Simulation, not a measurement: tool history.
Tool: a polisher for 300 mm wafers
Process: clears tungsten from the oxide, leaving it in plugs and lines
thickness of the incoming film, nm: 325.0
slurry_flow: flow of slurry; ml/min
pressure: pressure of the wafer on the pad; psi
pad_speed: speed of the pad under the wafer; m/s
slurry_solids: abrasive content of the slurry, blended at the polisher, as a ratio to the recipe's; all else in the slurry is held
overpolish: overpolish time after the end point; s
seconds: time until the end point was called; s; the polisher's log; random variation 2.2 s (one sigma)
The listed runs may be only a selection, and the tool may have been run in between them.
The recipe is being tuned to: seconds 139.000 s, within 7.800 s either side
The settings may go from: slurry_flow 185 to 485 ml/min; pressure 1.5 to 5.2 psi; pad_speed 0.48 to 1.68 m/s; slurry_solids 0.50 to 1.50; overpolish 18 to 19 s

{"run": 1, "hour": 0.0, "slurry_flow": 310, "pressure": 3.3, "pad_speed": 1.08, "slurry_solids": 1.0, "overpolish": 18, "seconds": 101.59}
{"run": 2, "hour": 5.8, "slurry_flow": 310, "pressure": 3.1, "pad_speed": 1.08, "slurry_solids": 1.0, "overpolish": 18, "seconds": 105.11}
{"run": 3, "hour": 7.6, "slurry_flow": 310, "pressure": 3.1, "pad_speed": 1.3, "slurry_solids": 1.0, "overpolish": 18, "seconds": 85.875}
{"run": 4, "hour": 8.2, "slurry_flow": 310, "pressure": 2.9, "pad_speed": 1.28, "slurry_solids": 1.0, "overpolish": 18, "seconds": 95.008}
{"run": 5, "hour": 13.4, "slurry_flow": 385, "pressure": 2.9, "pad_speed": 1.28, "slurry_solids": 1.0, "overpolish": 18, "seconds": 93.113}
{"run": 6, "hour": 18.3, "slurry_flow": 385, "pressure": 2.9, "pad_speed": 1.28, "slurry_solids": 0.8, "overpolish": 18, "seconds": 100.19}
{"run": 7, "hour": 26.2, "slurry_flow": 385, "pressure": 2.7, "pad_speed": 1.28, "slurry_solids": 0.8, "overpolish": 18, "seconds": 101.33}
{"run": 8, "hour": 26.9, "slurry_flow": 385, "pressure": 2.5, "pad_speed": 1.26, "slurry_solids": 0.8, "overpolish": 18, "seconds": 108.92}
{"run": 9, "hour": 32.1, "slurry_flow": 385, "pressure": 2.4, "pad_speed": 1.26, "slurry_solids": 0.8, "overpolish": 18, "seconds": 114.38}
{"run": 10, "hour": 39.9, "slurry_flow": 385, "pressure": 2.3, "pad_speed": 1.26, "slurry_solids": 0.8, "overpolish": 18, "seconds": 113.05}
{"run": 11, "hour": 44.4, "slurry_flow": 385, "pressure": 2.2, "pad_speed": 1.24, "slurry_solids": 0.8, "overpolish": 18, "seconds": 121.78}

Next run, 4 choices. One meets every target within its allowed miss, the rest don't. Which?
{"run": "A", "hour": 48.9, "slurry_flow": 370, "pressure": 2.8, "pad_speed": 1.36, "slurry_solids": 0.5, "overpolish": 19, "seconds": "?"}
{"run": "B", "hour": 48.9, "slurry_flow": 390, "pressure": 2.9, "pad_speed": 1.12, "slurry_solids": 0.7, "overpolish": 18, "seconds": "?"}
{"run": "C", "hour": 48.9, "slurry_flow": 405, "pressure": 2.2, "pad_speed": 1.2, "slurry_solids": 0.85, "overpolish": 19, "seconds": "?"}
{"run": "D", "hour": 48.9, "slurry_flow": 325, "pressure": 2.2, "pad_speed": 1.14, "slurry_solids": 0.75, "overpolish": 19, "seconds": "?"}

move=A seconds=113.830
move=B seconds=118.170
move=C seconds=124.480
move=D seconds=138.720
A: further off than the last run
B: further off than the last run
C: moves toward the targets from the last run without getting all of them in spec
D: all results land within tolerance of their targets
The move that meets every target is D.
